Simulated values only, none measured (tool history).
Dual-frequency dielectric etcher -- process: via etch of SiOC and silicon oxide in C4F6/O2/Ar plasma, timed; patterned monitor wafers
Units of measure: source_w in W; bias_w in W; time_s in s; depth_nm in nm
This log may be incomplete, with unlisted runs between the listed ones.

run  hour  source_w  bias_w  time_s  depth_nm
  1   0.0       360     173    70.0    71.845
  2   2.1       360     173    73.5    75.392
  3   9.3       330     155    72.5    69.583
  4  15.1       330     127    72.5    65.512
  5  20.5       330     110    72.5    62.998
  6  28.4       330     110    70.0    61.137
  7  34.7       310     108    70.0    59.021
  8  38.0       300     107    70.0    58.086

Forecast run 9:
  9  41.0       290     106    70.0         ?

{"run 9": {"depth_nm": 56.862}}
